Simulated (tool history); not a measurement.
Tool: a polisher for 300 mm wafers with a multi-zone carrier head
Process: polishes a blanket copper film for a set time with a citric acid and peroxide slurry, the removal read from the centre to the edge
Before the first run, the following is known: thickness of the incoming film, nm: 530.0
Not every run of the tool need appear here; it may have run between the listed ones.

run  hour  flow of slurry (ml/min)  pressure of the head's centre zone  pressure of the head's middle zone  pressure of the head's edge zone  abrasive content of the slurry  polishing time (s)  film removed at the wafer's centre (nm)  film removed at mid-radius (nm)  film removed at the wafer's edge (nm)
  1     0                      125                                   1                                   1                                 1                               1                  73                                   219.61                            227.9                                 228.33
  2     6                      100                                   1                                   1                                 1                               1                  73                                   212.94                           219.24                                 216.56
  3   8.6                      100                                   1                                0.97                                 1                               1                  73                                   212.09                           208.85                                 216.03
  4   9.2                       95                                   1                                0.97                              0.98                            0.95                  70                                   196.88                           199.39                                 200.07
  5  11.9                       95                                   1                                0.97                              0.98                            0.95                  80                                   222.27                           231.36                                 221.88
  6  20.7                       95                                   1                                0.97                              0.98                             0.8                  80                                   222.15                           223.77                                 224.64
  7  21.6                       95                                   1                                0.97                              0.96                            0.75                  76                                   201.83                           209.67                                 208.18
  8  25.3                       95                                   1                                0.97                              0.96                            0.75                  76                                   206.32                           208.45                                 205.47
  9  31.7                       95                                0.99                                0.96                              0.94                             0.7                  73                                   191.45                           195.61                                 193.44
 10  34.3                       95                                0.99                                0.95                              0.92                             0.7                  71                                   185.47                            188.6                                 191.98
 11  41.7                       95                                   1                                0.96                              0.91                             0.7                  68                                   181.26                           182.34                                  179.7
 12  48.3                       95                                   1                                0.96                               0.9                             0.7                  66                                   176.02                           177.75                                 171.25
 13  49.2                       95                                   1                                0.95                              0.89                             0.7                  64                                   171.25                           173.24                                  167.1
 14  54.1                       95                                   1                                0.94                              0.88                             0.7                  62                                   163.95                           164.22                                 160.93

Run 15, settings as shown, results not yet in. Your forecast:
 15  61.3                      105                                0.99                                0.92                              0.81                             0.5                  47                                        ?                                ?                                      ?

film removed at the wafer's centre (nm): 121.61
film removed at mid-radius (nm): 119.61
film removed at the wafer's edge (nm): 111.15
